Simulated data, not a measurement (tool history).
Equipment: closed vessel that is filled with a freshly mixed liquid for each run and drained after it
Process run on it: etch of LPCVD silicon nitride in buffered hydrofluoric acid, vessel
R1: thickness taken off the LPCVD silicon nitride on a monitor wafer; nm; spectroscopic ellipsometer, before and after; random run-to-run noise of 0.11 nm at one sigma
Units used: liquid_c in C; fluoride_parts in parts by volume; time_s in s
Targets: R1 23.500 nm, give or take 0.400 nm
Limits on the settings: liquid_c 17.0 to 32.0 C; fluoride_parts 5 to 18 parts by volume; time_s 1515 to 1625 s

{"run": 1, "hour": 0.0, "liquid_c": 24.0, "fluoride_parts": 11, "time_s": 1515, "R1": 17.97}
{"run": 2, "hour": 3.6, "liquid_c": 25.0, "fluoride_parts": 11, "time_s": 1515, "R1": 19.116}
{"run": 3, "hour": 12.0, "liquid_c": 25.0, "fluoride_parts": 11, "time_s": 1515, "R1": 18.918}
{"run": 4, "hour": 19.6, "liquid_c": 22.0, "fluoride_parts": 11, "time_s": 1515, "R1": 16.173}
{"run": 5, "hour": 22.3, "liquid_c": 19.0, "fluoride_parts": 11, "time_s": 1515, "R1": 13.719}
{"run": 6, "hour": 26.2, "liquid_c": 21.0, "fluoride_parts": 11, "time_s": 1515, "R1": 15.209}
{"run": 7, "hour": 34.1, "liquid_c": 22.5, "fluoride_parts": 11, "time_s": 1515, "R1": 16.58}
{"run": 8, "hour": 42.8, "liquid_c": 24.0, "fluoride_parts": 11, "time_s": 1515, "R1": 18.107}
{"run": 9, "hour": 46.5, "liquid_c": 24.0, "fluoride_parts": 11, "time_s": 1515, "R1": 18.001}
{"run": 10, "hour": 49.5, "liquid_c": 25.0, "fluoride_parts": 11, "time_s": 1515, "R1": 18.936}
{"hour": 55.5, "done": "hydrofluoric acid flow meter replaced"}
{"run": 11, "hour": 55.5, "liquid_c": 26.0, "fluoride_parts": 11, "time_s": 1515, "R1": 21.946}
{"run": 12, "hour": 58.8, "liquid_c": 26.5, "fluoride_parts": 11, "time_s": 1515, "R1": 22.661}

Consider the 4 candidate settings below. Which is the only one whose results all fall within their allowed miss of target?
{"run": "A", "hour": 62.1, "liquid_c": 25.0, "fluoride_parts": 11, "time_s": 1625, "R1": "?"}
{"run": "B", "hour": 62.1, "liquid_c": 29.5, "fluoride_parts": 13, "time_s": 1585, "R1": "?"}
{"run": "C", "hour": 62.1, "liquid_c": 26.0, "fluoride_parts": 11, "time_s": 1515, "R1": "?"}
{"run": "D", "hour": 62.1, "liquid_c": 25.0, "fluoride_parts": 11, "time_s": 1605, "R1": "?"}

move=A R1=22.386
move=B R1=23.590
move=C R1=22.029
move=D R1=22.111
A: further off than the last run
B: each result inside its tolerance
C: further off than the last run
D: further off than the last run
B meets every target.
